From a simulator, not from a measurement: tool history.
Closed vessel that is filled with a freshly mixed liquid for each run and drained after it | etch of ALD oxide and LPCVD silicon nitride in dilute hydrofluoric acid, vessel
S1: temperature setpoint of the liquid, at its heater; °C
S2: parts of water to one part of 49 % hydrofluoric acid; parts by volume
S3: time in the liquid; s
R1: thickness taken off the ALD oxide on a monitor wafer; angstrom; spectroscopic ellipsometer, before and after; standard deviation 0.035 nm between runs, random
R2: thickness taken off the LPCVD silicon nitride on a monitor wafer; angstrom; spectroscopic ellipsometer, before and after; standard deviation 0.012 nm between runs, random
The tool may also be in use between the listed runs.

{"run": 1, "hour": 0.0, "S1": 25, "S2": 280, "S3": 605, "R1": 180.87, "R2": 9.6667}
{"run": 2, "hour": 2.5, "S1": 26.5, "S2": 280, "S3": 605, "R1": 189.35, "R2": 10.867}
{"run": 3, "hour": 6.3, "S1": 26, "S2": 300, "S3": 605, "R1": 172.98, "R2": 10.005}
{"run": 4, "hour": 9.4, "S1": 26, "S2": 250, "S3": 605, "R1": 215.98, "R2": 11.486}
{"run": 5, "hour": 10.4, "S1": 25.5, "S2": 270, "S3": 610, "R1": 194.88, "R2": 10.594}
{"run": 6, "hour": 18.4, "S1": 25, "S2": 290, "S3": 615, "R1": 177.56, "R2": 9.6108}
{"run": 7, "hour": 24.5, "S1": 25, "S2": 290, "S3": 615, "R1": 175.4, "R2": 9.2244}
{"run": 8, "hour": 28.6, "S1": 25, "S2": 310, "S3": 615, "R1": 161.1, "R2": 9.0634}
{"run": 9, "hour": 36.8, "S1": 24.5, "S2": 325, "S3": 620, "R1": 149.87, "R2": 8.6306}
{"run": 10, "hour": 40.0, "S1": 24, "S2": 335, "S3": 620, "R1": 143.16, "R2": 7.9224}
{"run": 11, "hour": 48.3, "S1": 24, "S2": 350, "S3": 620, "R1": 135.21, "R2": 7.8524}

Run 12, settings as shown, results not yet in. Your forecast:
{"run": 12, "hour": 54.1, "S1": 23.5, "S2": 360, "S3": 620, "R1": "?", "R2": "?"}

R1: 126.98 angstrom
R2: 7.2369 angstrom
